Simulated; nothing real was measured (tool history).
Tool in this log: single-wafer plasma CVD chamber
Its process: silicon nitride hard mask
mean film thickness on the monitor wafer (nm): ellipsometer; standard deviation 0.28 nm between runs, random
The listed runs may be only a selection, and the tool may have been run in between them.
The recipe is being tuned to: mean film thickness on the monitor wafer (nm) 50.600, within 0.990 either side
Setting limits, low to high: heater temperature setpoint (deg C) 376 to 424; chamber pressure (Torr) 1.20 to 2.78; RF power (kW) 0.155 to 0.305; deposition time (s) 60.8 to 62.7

run  hour  heater temperature setpoint (deg C)  chamber pressure (Torr)  RF power (kW)  deposition time (s)  mean film thickness on the monitor wafer (nm)
  1   0.0                                  400                     1.99          0.230                 60.8                                         54.606
  2   0.9                                  400                     1.94          0.230                 60.8                                         53.742
  3   8.9                                  400                     1.91          0.230                 60.8                                         53.847
  4  16.2                                  410                     1.91          0.230                 60.8                                         54.003
  5  22.3                                  410                     1.87          0.230                 60.8                                         53.665
  6  26.5                                  410                     1.87          0.230                 60.8                                         53.848
  7  29.5                                  410                     1.83          0.230                 60.8                                         53.214
  8  34.9                                  410                     1.80          0.230                 60.8                                         53.164
  9  38.0                                  410                     1.50          0.225                 60.8                                         49.301

5 candidate next runs follow, results not yet known. Just one meets every target within its allowed miss. Identify it.
  A  41.1                                  424                     1.25          0.225                 62.7                                              ?
  B  41.1                                  400                     1.37          0.215                 62.7                                              ?
  C  41.1                                  408                     1.48          0.215                 60.8                                              ?
  D  41.1                                  424                     1.36          0.260                 60.8                                              ?
  E  41.1                                  408                     1.56          0.215                 60.8                                              ?

move  mean film thickness on the monitor wafer (nm)
   A                                         46.846
   B                                         47.758
   C                                         47.520
   D                                         50.823
   E                                         48.423
A: further off than the last run
B: further off than the last run
C: further off than the last run
D: hits every target within its allowed miss
E: further off than the last run
The move that meets every target is D.
